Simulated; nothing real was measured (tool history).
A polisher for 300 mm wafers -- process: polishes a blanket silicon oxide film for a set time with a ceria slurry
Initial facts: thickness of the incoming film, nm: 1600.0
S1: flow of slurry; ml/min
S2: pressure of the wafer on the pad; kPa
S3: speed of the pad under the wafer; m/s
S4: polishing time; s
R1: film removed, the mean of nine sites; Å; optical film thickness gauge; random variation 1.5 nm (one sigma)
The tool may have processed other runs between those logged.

run    day   S1    S2    S3  S4      R1
  1      0  130  14.5  1.08  52  1916.5
  2  0.296  130  12.4  1.06  52  1764.9
  3  0.338  155  12.4  1.06  52  1771.4
  4  0.571  155    11     1  52  1524.4
  5  0.879  155    11     1  47  1397.1
  6    1.1  155  10.3     1  47    1338

The next listed run, before its measurement:
  7  1.258  155  9.7   1  47   ?

{"run 7": {"R1": 1289.8}}
